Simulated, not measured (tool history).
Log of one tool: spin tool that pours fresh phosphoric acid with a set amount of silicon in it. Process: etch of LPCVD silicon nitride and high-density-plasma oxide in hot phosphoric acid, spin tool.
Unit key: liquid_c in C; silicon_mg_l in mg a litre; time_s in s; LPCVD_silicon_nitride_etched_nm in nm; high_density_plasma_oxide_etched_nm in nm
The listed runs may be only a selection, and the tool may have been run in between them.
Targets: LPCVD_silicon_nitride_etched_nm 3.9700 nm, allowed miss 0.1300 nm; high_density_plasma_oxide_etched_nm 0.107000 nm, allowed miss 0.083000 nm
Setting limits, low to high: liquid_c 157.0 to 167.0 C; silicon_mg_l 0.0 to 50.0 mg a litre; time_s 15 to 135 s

run  hour  liquid_c  silicon_mg_l  time_s  LPCVD_silicon_nitride_etched_nm  high_density_plasma_oxide_etched_nm
  1   0.0     162.0          24.0      70                           7.8246                             0.124500
  2   1.8     161.5          21.5      65                           7.0853                             0.166070
  3  10.3     160.0          21.5      65                           6.6864                             0.141310
  4  12.7     161.0          21.5      65                           6.9879                             0.153710
  5  21.1     162.5          21.5      65                           7.4319                             0.102220
  6  25.7     162.0          22.0      60                           6.6181                             0.187820
  7  27.7     161.0          26.5      55                           6.0601                             0.121880
  8  34.9     160.5          27.0      50                           5.3789                             0.104090
  9  36.3     160.0          26.5      50                           5.1850                             0.088585
 10  44.8     157.5          11.5      35                           3.3329                             0.068205

Next run, 5 choices. One meets every target within its allowed miss, the rest don't. Which?
  A  53.3     157.0          50.0      40                                ?                                    ?
  B  53.3     157.0          44.0      40                                ?                                    ?
  C  53.3     158.5           6.5      40                                ?                                    ?
  D  53.3     157.0          47.5      40                                ?                                    ?
  E  53.3     157.5          17.5      45                                ?                                    ?

move  LPCVD_silicon_nitride_etched_nm  high_density_plasma_oxide_etched_nm
   A                           3.7638                             0.013266
   B                           3.7638                             0.013965
   C                           3.9604                             0.068889
   D                           3.7638                             0.013266
   E                           4.3070                             0.055605
A: better than the last run, though not everything is in spec
B: better than the last run, though not everything is in spec
C: each result inside its tolerance
D: better than the last run, though not everything is in spec
E: takes the biggest miss from the last run beyond its target
So the answer is move C, the one that meets all the targets.

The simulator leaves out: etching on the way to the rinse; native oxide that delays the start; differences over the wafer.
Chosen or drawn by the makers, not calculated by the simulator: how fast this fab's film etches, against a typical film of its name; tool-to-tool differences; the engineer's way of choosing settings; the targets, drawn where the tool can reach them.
